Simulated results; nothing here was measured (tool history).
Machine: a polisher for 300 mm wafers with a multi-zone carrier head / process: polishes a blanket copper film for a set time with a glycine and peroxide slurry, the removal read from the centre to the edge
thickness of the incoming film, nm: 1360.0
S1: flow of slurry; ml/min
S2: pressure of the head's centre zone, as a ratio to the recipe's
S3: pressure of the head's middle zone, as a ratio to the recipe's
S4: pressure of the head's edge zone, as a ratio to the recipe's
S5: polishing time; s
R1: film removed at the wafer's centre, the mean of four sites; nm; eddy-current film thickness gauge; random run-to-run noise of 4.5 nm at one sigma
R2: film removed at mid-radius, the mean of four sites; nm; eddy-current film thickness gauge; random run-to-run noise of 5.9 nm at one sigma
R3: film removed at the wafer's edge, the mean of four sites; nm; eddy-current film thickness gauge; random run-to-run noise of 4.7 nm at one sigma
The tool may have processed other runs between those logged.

run	hour	S1	S2	S3	S4	S5	R1	R2	R3
1	0.0	305	1.00	1.00	1.00	74	556.47	550.84	556.77
2	8.8	305	0.95	1.01	0.97	68	488.80	518.10	487.08
3	10.3	305	1.01	1.01	0.97	68	536.33	499.15	500.95
4	18.4	305	1.08	1.01	0.97	68	559.03	505.17	489.45
5	25.7	305	1.08	1.01	0.90	68	550.17	515.18	474.61
6	26.4	305	1.08	1.01	0.90	52	409.12	391.66	363.31
7	27.2	305	1.01	1.04	0.94	53	410.07	401.02	371.83

Run 8 comes next. What will it give?
8	29.9	300	0.95	1.02	0.93	55	?	?	?

Run 8 came out at R1 406.30 nm, R2 410.70 nm, R3 392.35 nm.

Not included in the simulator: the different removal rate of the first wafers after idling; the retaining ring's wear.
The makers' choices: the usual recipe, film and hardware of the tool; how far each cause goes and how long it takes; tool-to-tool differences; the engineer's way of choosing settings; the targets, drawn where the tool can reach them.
